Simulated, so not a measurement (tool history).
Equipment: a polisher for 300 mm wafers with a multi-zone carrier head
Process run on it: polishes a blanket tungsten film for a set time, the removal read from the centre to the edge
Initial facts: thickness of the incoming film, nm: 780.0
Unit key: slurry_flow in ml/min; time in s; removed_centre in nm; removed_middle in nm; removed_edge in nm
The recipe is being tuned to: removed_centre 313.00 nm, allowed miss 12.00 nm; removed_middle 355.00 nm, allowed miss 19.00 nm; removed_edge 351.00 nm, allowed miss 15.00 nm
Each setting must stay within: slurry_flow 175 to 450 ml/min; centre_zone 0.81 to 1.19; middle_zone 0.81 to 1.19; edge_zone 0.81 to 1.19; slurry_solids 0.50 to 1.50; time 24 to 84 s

Run 1, day 0.000: slurry_flow 290 ml/min, centre_zone 1.00, middle_zone 1.00, edge_zone 1.00, slurry_solids 1.00, time 54 s. Result: removed_centre 220.73 nm, removed_middle 228.55 nm, removed_edge 218.83 nm.
Run 2, day 0.333: slurry_flow 290 ml/min, centre_zone 0.99, middle_zone 1.01, edge_zone 1.02, slurry_solids 1.10, time 57 s. Result: removed_centre 246.26 nm, removed_middle 250.79 nm, removed_edge 241.55 nm.
Run 3, day 0.617: slurry_flow 235 ml/min, centre_zone 0.99, middle_zone 1.01, edge_zone 1.02, slurry_solids 1.10, time 57 s. Result: removed_centre 236.00 nm, removed_middle 248.03 nm, removed_edge 229.34 nm.
Run 4, day 0.725: slurry_flow 260 ml/min, centre_zone 0.97, middle_zone 1.03, edge_zone 1.05, slurry_solids 1.20, time 58 s. Result: removed_centre 244.95 nm, removed_middle 264.64 nm, removed_edge 245.66 nm.
Run 5, day 1.046: slurry_flow 260 ml/min, centre_zone 0.97, middle_zone 0.98, edge_zone 1.05, slurry_solids 1.20, time 58 s. Result: removed_centre 239.19 nm, removed_middle 251.24 nm, removed_edge 243.77 nm.
Run 6, day 1.221: slurry_flow 260 ml/min, centre_zone 0.97, middle_zone 0.98, edge_zone 1.05, slurry_solids 1.20, time 46 s. Result: removed_centre 192.79 nm, removed_middle 197.48 nm, removed_edge 194.79 nm.
Run 7, day 1.425: slurry_flow 280 ml/min, centre_zone 0.96, middle_zone 1.00, edge_zone 1.08, slurry_solids 1.25, time 50 s. Result: removed_centre 211.87 nm, removed_middle 232.52 nm, removed_edge 220.22 nm.
Run 8, day 1.633: slurry_flow 305 ml/min, centre_zone 0.96, middle_zone 0.99, edge_zone 1.10, slurry_solids 1.30, time 53 s. Result: removed_centre 225.03 nm, removed_middle 237.81 nm, removed_edge 235.06 nm.
Run 9, day 1.938: slurry_flow 315 ml/min, centre_zone 0.95, middle_zone 1.00, edge_zone 1.12, slurry_solids 1.35, time 56 s. Result: removed_centre 238.07 nm, removed_middle 258.18 nm, removed_edge 259.96 nm.
Run 10, day 2.096: slurry_flow 325 ml/min, centre_zone 0.95, middle_zone 1.02, edge_zone 1.13, slurry_solids 1.40, time 58 s. Result: removed_centre 252.22 nm, removed_middle 267.17 nm, removed_edge 264.96 nm.
Run 11, day 2.183: slurry_flow 325 ml/min, centre_zone 0.94, middle_zone 1.03, edge_zone 1.14, slurry_solids 1.40, time 61 s. Result: removed_centre 255.91 nm, removed_middle 293.53 nm, removed_edge 275.88 nm.

Which of these 4 next moves meets every target?
Run A, day 2.271: slurry_flow 305 ml/min, centre_zone 0.96, middle_zone 1.19, edge_zone 1.14, slurry_solids 1.45, time 71 s. Result: removed_centre ?, removed_middle ?, removed_edge ?.
Run B, day 2.271: slurry_flow 320 ml/min, centre_zone 0.92, middle_zone 1.00, edge_zone 1.18, slurry_solids 1.25, time 77 s. Result: removed_centre ?, removed_middle ?, removed_edge ?.
Run C, day 2.271: slurry_flow 365 ml/min, centre_zone 0.81, middle_zone 0.82, edge_zone 1.19, slurry_solids 1.25, time 80 s. Result: removed_centre ?, removed_middle ?, removed_edge ?.
Run D, day 2.271: slurry_flow 335 ml/min, centre_zone 0.84, middle_zone 0.90, edge_zone 1.12, slurry_solids 1.15, time 55 s. Result: removed_centre ?, removed_middle ?, removed_edge ?.

move  removed_centre  removed_middle  removed_edge
   A          316.12          387.88        329.33
   B          319.23          352.20        353.06
   C          296.02          313.67        372.04
   D          205.66          227.13        242.80
A: better than the last run, though not everything is in spec
B: all results in spec
C: pushes the last run's worst result past its target
D: lands further from the targets than the last run did
The move that meets every target is B.
